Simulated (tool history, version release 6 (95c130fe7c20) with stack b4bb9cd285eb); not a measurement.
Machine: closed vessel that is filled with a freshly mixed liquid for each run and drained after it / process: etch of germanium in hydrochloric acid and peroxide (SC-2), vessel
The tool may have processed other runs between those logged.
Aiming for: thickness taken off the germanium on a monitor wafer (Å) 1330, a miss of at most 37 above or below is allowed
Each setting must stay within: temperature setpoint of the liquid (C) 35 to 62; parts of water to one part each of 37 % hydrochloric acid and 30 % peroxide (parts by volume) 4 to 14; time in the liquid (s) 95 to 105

| run | hour | temperature setpoint of the liquid (C) | parts of water to one part each of 37 % hydrochloric acid and 30 % peroxide (parts by volume) | time in the liquid (s) | thickness taken off the germanium on a monitor wafer (Å) |
|---|---|---|---|---|---|
| 1 | 0 | 46 | 7.5 | 95 | 1911.1 |
| 2 | 7.6 | 46 | 9.5 | 95 | 1864.7 |
| 3 | 13.7 | 43.5 | 9.5 | 95 | 1738.8 |
| 4 | 18.7 | 43.5 | 9.5 | 105 | 1912.7 |
| 5 | 19.7 | 41.5 | 10 | 105 | 1778 |
| 6 | 21.2 | 41.5 | 9 | 105 | 1784 |
| 7 | 25.2 | 40 | 9 | 105 | 1711.2 |
| 8 | 27.3 | 38.5 | 9.5 | 105 | 1609.9 |
| 9 | 34 | 37.5 | 9.5 | 105 | 1565.1 |
| 10 | 39.5 | 37 | 9.5 | 105 | 1529.9 |
| 11 | 47.2 | 36.5 | 9.5 | 105 | 1515.2 |
| 12 | 55.2 | 36 | 9.5 | 105 | 1490.1 |
| 13 | 64.3 | 35.5 | 9.5 | 105 | 1452.4 |

Exercise: of the 5 proposed moves below, exactly one satisfies all targets within the stated allowed misses. Which move is it?
| A | 73.4 | 36 | 12 | 95 | ? |
| B | 73.4 | 39 | 14 | 95 | ? |
| C | 73.4 | 37 | 10 | 105 | ? |
| D | 73.4 | 35 | 9 | 105 | ? |
| E | 73.4 | 35 | 8.5 | 105 | ? |

| move | thickness taken off the germanium on a monitor wafer (Å) |
|---|---|
| A | 1315.8 |
| B | 1432.6 |
| C | 1529.2 |
| D | 1437 |
| E | 1442 |
A: meets every target
B: an improvement on the last run, though not all results are within tolerance
C: lands further from the targets than the last run did
D: an improvement on the last run, though not all results are within tolerance
E: an improvement on the last run, though not all results are within tolerance
A meets every target.

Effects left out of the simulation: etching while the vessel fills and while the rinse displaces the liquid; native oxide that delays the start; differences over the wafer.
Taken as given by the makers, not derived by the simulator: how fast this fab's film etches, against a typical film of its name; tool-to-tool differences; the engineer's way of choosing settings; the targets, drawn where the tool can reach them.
